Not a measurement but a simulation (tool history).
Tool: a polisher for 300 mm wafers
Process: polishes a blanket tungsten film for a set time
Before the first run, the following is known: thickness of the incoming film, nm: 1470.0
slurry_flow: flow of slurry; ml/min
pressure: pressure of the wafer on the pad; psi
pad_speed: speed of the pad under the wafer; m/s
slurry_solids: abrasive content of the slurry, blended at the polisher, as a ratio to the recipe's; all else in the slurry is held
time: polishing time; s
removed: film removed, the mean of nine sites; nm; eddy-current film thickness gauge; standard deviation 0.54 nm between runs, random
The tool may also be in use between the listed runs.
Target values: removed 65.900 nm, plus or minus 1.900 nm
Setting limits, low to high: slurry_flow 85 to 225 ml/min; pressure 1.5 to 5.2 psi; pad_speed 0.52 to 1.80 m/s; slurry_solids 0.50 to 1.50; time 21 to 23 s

run,day,slurry_flow,pressure,pad_speed,slurry_solids,time,removed
1,0.000,145,3.3,1.16,1.00,23,103.610
2,0.233,140,3.0,1.16,1.00,23,94.158
3,0.475,135,2.7,1.16,1.00,23,85.580
4,0.746,130,2.5,1.16,1.00,23,80.139
5,0.854,125,2.4,1.16,1.00,23,79.170
6,1.171,125,2.4,0.92,1.00,23,63.707
# day 1.433: slurry tank refilled with fresh slurry and peroxide
7,1.433,130,2.5,0.92,1.00,23,71.683
8,1.600,125,2.5,0.92,1.00,23,72.235
9,1.867,125,2.4,0.92,1.00,23,69.793

Of the 5 settings listed for the next run, only one would bring every result within its allowed miss of target. Which one?
A,2.133,105,2.6,0.92,1.20,23,?
B,2.133,95,2.3,1.14,0.85,22,?
C,2.133,130,2.2,0.98,1.00,23,?
D,2.133,115,2.2,0.92,1.05,23,?
E,2.133,115,2.6,1.00,0.90,22,?

move,removed
A,74.692
B,72.011
C,70.975
D,65.810
E,73.594
A: the biggest miss grows against the last run
B: the biggest miss grows against the last run
C: the biggest miss grows against the last run
D: every result lands within tolerance
E: the biggest miss grows against the last run
The move that meets every target is D.
